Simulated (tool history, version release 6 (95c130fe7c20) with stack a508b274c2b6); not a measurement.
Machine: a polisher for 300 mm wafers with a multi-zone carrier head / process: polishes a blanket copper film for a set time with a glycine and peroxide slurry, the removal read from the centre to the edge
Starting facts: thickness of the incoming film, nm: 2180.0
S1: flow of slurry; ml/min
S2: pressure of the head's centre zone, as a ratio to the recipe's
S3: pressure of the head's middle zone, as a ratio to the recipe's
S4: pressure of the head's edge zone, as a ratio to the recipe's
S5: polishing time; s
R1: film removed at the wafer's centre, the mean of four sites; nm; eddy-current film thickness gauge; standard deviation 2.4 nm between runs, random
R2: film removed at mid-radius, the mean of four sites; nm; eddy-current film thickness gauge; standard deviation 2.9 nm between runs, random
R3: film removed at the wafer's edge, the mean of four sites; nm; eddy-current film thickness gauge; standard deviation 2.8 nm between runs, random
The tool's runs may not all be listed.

Run 1, hour 0: S1 180 ml/min, S2 1, S3 1, S4 1, S5 83 s. Result: R1 431 nm, R2 437.08 nm, R3 430.97 nm.
Run 2, hour 1.7: S1 180 ml/min, S2 1, S3 0.92, S4 1, S5 83 s. Result: R1 436.31 nm, R2 411.23 nm, R3 430.18 nm.
Run 3, hour 6: S1 170 ml/min, S2 0.95, S3 0.92, S4 0.96, S5 74 s. Result: R1 356.82 nm, R2 363.02 nm, R3 378.04 nm.
Run 4, hour 9.7: S1 170 ml/min, S2 0.94, S3 0.93, S4 0.92, S5 67 s. Result: R1 318.35 nm, R2 331.18 nm, R3 331.65 nm.
Run 5, hour 18.2: S1 170 ml/min, S2 0.94, S3 0.93, S4 0.92, S5 85 s. Result: R1 413.09 nm, R2 420.68 nm, R3 424.09 nm.
Run 6, hour 20.5: S1 165 ml/min, S2 0.92, S3 0.93, S4 0.89, S5 76 s. Result: R1 355.78 nm, R2 375.5 nm, R3 369.57 nm.
Run 7, hour 29.2: S1 160 ml/min, S2 0.9, S3 0.92, S4 0.87, S5 70 s. Result: R1 320.09 nm, R2 347.75 nm, R3 330.35 nm.
Run 8, hour 36.8: S1 150 ml/min, S2 0.88, S3 0.89, S4 0.86, S5 67 s. Result: R1 301.52 nm, R2 321.73 nm, R3 322.07 nm.
Run 9, hour 40.3: S1 145 ml/min, S2 0.87, S3 0.89, S4 0.85, S5 64 s. Result: R1 286.43 nm, R2 307.83 nm, R3 305.25 nm.

Run 10 is up next; what results do you expect?
Run 10, hour 47.6: S1 140 ml/min, S2 0.85, S3 0.89, S4 0.84, S5 62 s. Result: R1 ?, R2 ?, R3 ?.

R1: 261.69 nm
R2: 290.88 nm
R3: 287.21 nm
